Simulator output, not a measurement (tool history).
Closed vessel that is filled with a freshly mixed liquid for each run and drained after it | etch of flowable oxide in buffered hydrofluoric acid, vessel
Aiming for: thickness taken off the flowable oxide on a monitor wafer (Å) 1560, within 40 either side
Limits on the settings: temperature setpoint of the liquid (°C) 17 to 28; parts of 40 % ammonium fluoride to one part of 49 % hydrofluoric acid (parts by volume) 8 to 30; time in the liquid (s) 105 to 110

| run | hour | temperature setpoint of the liquid (°C) | parts of 40 % ammonium fluoride to one part of 49 % hydrofluoric acid (parts by volume) | time in the liquid (s) | thickness taken off the flowable oxide on a monitor wafer (Å) |
|---|---|---|---|---|---|
| 1 | 0 | 20 | 22.5 | 105 | 2104.1 |
| 2 | 5.1 | 19.5 | 23 | 105 | 2010.2 |
| 3 | 6.6 | 19 | 23.5 | 105 | 1933.1 |
| 4 | 9.7 | 19 | 27.5 | 105 | 1748 |
| 5 | 18.8 | 18 | 27.5 | 105 | 1654.7 |
| 6 | 28.1 | 18 | 27.5 | 110 | 1719.3 |
| 7 | 32.5 | 18 | 27.5 | 110 | 1718.7 |
| 8 | 34.6 | 17.5 | 28 | 110 | 1647.5 |

Exactly one of the 4 candidate moves below puts every result within its allowed miss. Which one?
| A | 36.7 | 17.5 | 27.5 | 110 | ? |
| B | 36.7 | 17 | 27 | 110 | ? |
| C | 36.7 | 17.5 | 30 | 110 | ? |
| D | 36.7 | 19 | 29 | 105 | ? |

| move | thickness taken off the flowable oxide on a monitor wafer (Å) |
|---|---|
| A | 1672.9 |
| B | 1646.4 |
| C | 1575 |
| D | 1676.5 |
A: the biggest miss grows against the last run
B: as far off as the last run
C: all results in spec
D: the biggest miss grows against the last run
Move C is the one to make.
